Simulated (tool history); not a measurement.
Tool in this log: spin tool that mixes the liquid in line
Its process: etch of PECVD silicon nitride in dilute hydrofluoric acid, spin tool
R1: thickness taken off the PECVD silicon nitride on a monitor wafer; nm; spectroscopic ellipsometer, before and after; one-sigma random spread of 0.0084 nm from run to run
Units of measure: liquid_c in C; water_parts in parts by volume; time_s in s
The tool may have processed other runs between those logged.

{"run": 1, "hour": 0.0, "liquid_c": 25, "water_parts": 200, "time_s": 75, "R1": 0.70085}
{"run": 2, "hour": 7.5, "liquid_c": 27.5, "water_parts": 200, "time_s": 75, "R1": 0.81}
{"run": 3, "hour": 9.7, "liquid_c": 26, "water_parts": 200, "time_s": 75, "R1": 0.74458}
{"run": 4, "hour": 15.3, "liquid_c": 25, "water_parts": 200, "time_s": 75, "R1": 0.68966}
{"run": 5, "hour": 17.2, "liquid_c": 25, "water_parts": 200, "time_s": 75, "R1": 0.69156}
{"run": 6, "hour": 20.6, "liquid_c": 24.5, "water_parts": 200, "time_s": 75, "R1": 0.69837}

For run 7, what comes out?
{"run": 7, "hour": 21.9, "liquid_c": 23.5, "water_parts": 200, "time_s": 75, "R1": "?"}

{"run 7": {"R1": 0.64658}}

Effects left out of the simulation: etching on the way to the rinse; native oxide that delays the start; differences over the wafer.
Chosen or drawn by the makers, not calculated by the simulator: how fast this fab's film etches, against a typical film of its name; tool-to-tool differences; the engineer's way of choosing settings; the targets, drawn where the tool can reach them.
